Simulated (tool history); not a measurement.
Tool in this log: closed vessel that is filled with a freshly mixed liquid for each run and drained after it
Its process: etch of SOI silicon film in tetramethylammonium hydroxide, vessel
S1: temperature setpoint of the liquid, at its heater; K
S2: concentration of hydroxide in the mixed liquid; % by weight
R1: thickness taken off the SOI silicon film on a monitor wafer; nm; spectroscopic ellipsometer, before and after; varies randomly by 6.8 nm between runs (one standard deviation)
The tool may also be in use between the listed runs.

run 1 hour=0.0 | S1=342.15 S2=11.0 time_in_the_liquid_(s)=100 | R1=673.01
run 2 hour=6.2 | S1=342.15 S2=9.5 time_in_the_liquid_(s)=100 | R1=710.30
run 3 hour=13.7 | S1=342.65 S2=9.5 time_in_the_liquid_(s)=100 | R1=729.94
run 4 hour=15.6 | S1=342.65 S2=9.5 time_in_the_liquid_(s)=105 | R1=767.24
run 5 hour=22.6 | S1=347.65 S2=9.5 time_in_the_liquid_(s)=105 | R1=1010.10
run 6 hour=24.7 | S1=347.15 S2=9.5 time_in_the_liquid_(s)=105 | R1=1009.10
-- hour=32.9 hydroxide flow meter replaced
run 7 hour=32.9 | S1=346.65 S2=9.5 time_in_the_liquid_(s)=105 | R1=988.06

Run 8 is up next; what results do you expect?
run 8 hour=34.5 | S1=346.15 S2=9.5 time_in_the_liquid_(s)=105 | R1=?

Run 8 yielded R1 951.97 nm.

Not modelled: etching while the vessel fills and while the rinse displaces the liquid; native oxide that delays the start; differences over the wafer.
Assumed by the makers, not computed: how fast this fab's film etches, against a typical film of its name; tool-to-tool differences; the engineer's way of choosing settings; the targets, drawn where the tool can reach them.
